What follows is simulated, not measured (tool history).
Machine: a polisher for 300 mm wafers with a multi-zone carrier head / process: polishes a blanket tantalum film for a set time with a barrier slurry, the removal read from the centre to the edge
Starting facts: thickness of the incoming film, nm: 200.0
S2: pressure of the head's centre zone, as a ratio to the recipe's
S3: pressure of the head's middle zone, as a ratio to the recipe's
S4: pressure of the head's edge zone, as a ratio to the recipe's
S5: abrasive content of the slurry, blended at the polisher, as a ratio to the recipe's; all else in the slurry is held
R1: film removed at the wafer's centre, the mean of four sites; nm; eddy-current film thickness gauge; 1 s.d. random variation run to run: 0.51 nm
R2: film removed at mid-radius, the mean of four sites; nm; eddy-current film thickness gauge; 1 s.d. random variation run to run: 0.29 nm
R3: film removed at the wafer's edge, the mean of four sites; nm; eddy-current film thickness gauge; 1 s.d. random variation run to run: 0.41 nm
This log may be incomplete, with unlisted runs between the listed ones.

{"run": 1, "hour": 0.0, "flow of slurry (ml/min)": 235, "S2": 1.0, "S3": 1.0, "S4": 1.0, "S5": 1.0, "polishing time (s)": 57, "R1": 79.6, "R2": 78.646, "R3": 79.703}
{"run": 2, "hour": 3.4, "flow of slurry (ml/min)": 235, "S2": 0.96, "S3": 1.0, "S4": 1.0, "S5": 1.0, "polishing time (s)": 57, "R1": 75.604, "R2": 78.508, "R3": 78.216}
{"run": 3, "hour": 10.9, "flow of slurry (ml/min)": 235, "S2": 1.03, "S3": 1.0, "S4": 1.0, "S5": 1.0, "polishing time (s)": 57, "R1": 79.981, "R2": 78.982, "R3": 79.562}
{"run": 4, "hour": 14.6, "flow of slurry (ml/min)": 235, "S2": 1.03, "S3": 1.0, "S4": 1.06, "S5": 1.0, "polishing time (s)": 57, "R1": 80.286, "R2": 78.512, "R3": 81.397}
{"run": 5, "hour": 20.2, "flow of slurry (ml/min)": 230, "S2": 1.04, "S3": 0.98, "S4": 1.04, "S5": 0.95, "polishing time (s)": 54, "R1": 75.689, "R2": 71.245, "R3": 74.764}
{"run": 6, "hour": 22.4, "flow of slurry (ml/min)": 255, "S2": 1.04, "S3": 0.98, "S4": 1.04, "S5": 0.95, "polishing time (s)": 54, "R1": 77.462, "R2": 73.471, "R3": 75.08}

Run 7 is up next; what results do you expect?
{"hour": 28.3, "done": "slurry nozzle cleaned"}
{"run": 7, "hour": 28.3, "flow of slurry (ml/min)": 245, "S2": 1.04, "S3": 0.96, "S4": 1.03, "S5": 0.9, "polishing time (s)": 52, "R1": "?", "R2": "?", "R3": "?"}

R1: 76.242 nm
R2: 70.849 nm
R3: 72.737 nm

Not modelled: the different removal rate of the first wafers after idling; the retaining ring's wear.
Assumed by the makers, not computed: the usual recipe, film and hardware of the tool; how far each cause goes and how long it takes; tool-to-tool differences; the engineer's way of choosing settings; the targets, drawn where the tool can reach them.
